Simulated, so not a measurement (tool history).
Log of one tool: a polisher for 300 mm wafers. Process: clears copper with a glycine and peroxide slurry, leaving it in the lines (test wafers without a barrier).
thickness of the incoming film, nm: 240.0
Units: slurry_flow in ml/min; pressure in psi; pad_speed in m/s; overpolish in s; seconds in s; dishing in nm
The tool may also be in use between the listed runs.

Run 1, hour 0: slurry_flow 170 ml/min, pressure 1.7 psi, pad_speed 0.84 m/s, overpolish 16 s. Result: seconds 62.375 s, dishing 41.108 nm.
Run 2, hour 4.6: slurry_flow 170 ml/min, pressure 1.7 psi, pad_speed 0.84 m/s, overpolish 17 s. Result: seconds 64.132 s, dishing 40.983 nm.
Run 3, hour 8.8: slurry_flow 170 ml/min, pressure 2.1 psi, pad_speed 0.84 m/s, overpolish 17 s. Result: seconds 56.093 s, dishing 46.546 nm.
Run 4, hour 15.7: slurry_flow 210 ml/min, pressure 2.1 psi, pad_speed 0.84 m/s, overpolish 17 s. Result: seconds 54.72 s, dishing 49.049 nm.
Run 5, hour 16.3: slurry_flow 210 ml/min, pressure 2 psi, pad_speed 0.84 m/s, overpolish 18 s. Result: seconds 55.625 s, dishing 48.927 nm.
Run 6, hour 20.1: slurry_flow 210 ml/min, pressure 2 psi, pad_speed 0.84 m/s, overpolish 25 s. Result: seconds 54.743 s, dishing 64.943 nm.

Run 7 comes next. What will it give?
Run 7, hour 26.1: slurry_flow 210 ml/min, pressure 1.9 psi, pad_speed 0.84 m/s, overpolish 25 s. Result: seconds ?, dishing ?.

{"run 7": {"seconds": 57.331, "dishing": 62.82}}
